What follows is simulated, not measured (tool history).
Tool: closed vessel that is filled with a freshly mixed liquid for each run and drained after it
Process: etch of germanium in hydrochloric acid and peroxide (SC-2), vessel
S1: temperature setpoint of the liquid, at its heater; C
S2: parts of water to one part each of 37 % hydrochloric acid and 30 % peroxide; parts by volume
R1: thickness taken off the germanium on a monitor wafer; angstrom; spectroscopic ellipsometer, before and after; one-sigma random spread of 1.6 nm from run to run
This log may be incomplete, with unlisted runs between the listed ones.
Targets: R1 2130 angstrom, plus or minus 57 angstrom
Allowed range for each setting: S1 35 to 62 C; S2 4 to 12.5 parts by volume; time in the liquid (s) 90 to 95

Run 1, hour 0: S1 46 C, S2 7 parts by volume, time in the liquid (s) 90. Result: R1 1424.4 angstrom.
Run 2, hour 2.2: S1 53 C, S2 7 parts by volume, time in the liquid (s) 90. Result: R1 1774.1 angstrom.
Run 3, hour 5.5: S1 53 C, S2 7 parts by volume, time in the liquid (s) 95. Result: R1 1896.7 angstrom.
Run 4, hour 9.9: S1 58.5 C, S2 7 parts by volume, time in the liquid (s) 95. Result: R1 2243.3 angstrom.
Run 5, hour 18.4: S1 58 C, S2 7 parts by volume, time in the liquid (s) 95. Result: R1 2191.8 angstrom.
Run 6, hour 19.4: S1 62 C, S2 7 parts by volume, time in the liquid (s) 95. Result: R1 2467 angstrom.
Run 7, hour 22: S1 60.5 C, S2 7 parts by volume, time in the liquid (s) 95. Result: R1 2339.9 angstrom.
Run 8, hour 27.1: S1 59.5 C, S2 7 parts by volume, time in the liquid (s) 95. Result: R1 2305.9 angstrom.
Run 9, hour 31.3: S1 58.5 C, S2 7 parts by volume, time in the liquid (s) 95. Result: R1 2227.6 angstrom.
Run 10, hour 34.3: S1 58.5 C, S2 7 parts by volume, time in the liquid (s) 95. Result: R1 2230.2 angstrom.
Run 11, hour 38.8: S1 58 C, S2 7 parts by volume, time in the liquid (s) 95. Result: R1 2198.6 angstrom.

Pick the move, out of 4, that brings all results within their allowed miss; only one does.
Run A, hour 43.3: S1 62 C, S2 6.5 parts by volume, time in the liquid (s) 90. Result: R1 ?.
Run B, hour 43.3: S1 62 C, S2 8.5 parts by volume, time in the liquid (s) 90. Result: R1 ?.
Run C, hour 43.3: S1 62 C, S2 9 parts by volume, time in the liquid (s) 90. Result: R1 ?.
Run D, hour 43.3: S1 57 C, S2 8 parts by volume, time in the liquid (s) 95. Result: R1 ?.

move      R1
   A  2355.7
   B  2303.3
   C  2289.6
   D  2108.3
A: the biggest miss grows against the last run
B: the biggest miss grows against the last run
C: the biggest miss grows against the last run
D: all results in spec
D meets every target.
